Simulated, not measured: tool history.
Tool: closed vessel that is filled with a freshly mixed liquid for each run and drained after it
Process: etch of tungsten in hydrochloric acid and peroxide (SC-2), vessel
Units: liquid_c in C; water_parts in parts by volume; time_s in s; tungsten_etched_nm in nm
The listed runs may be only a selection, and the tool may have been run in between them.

run	day	liquid_c	water_parts	time_s	tungsten_etched_nm
1	0.000	59.0	5.5	85	43.084
2	0.300	56.0	5.5	85	35.619
3	0.654	54.0	5.5	85	30.787
4	1.012	53.0	5.5	85	29.191
5	1.092	53.0	5.5	85	29.020
6	1.221	53.0	5.5	95	32.288
# day 1.408: chemicals flow meter replaced
7	1.408	51.5	5.5	95	32.910
8	1.521	49.5	5.5	95	27.733

What does the tool deliver on the next run?
9	1.733	49.0	5.5	95	?

Run 9 produced tungsten_etched_nm 27.164 nm.
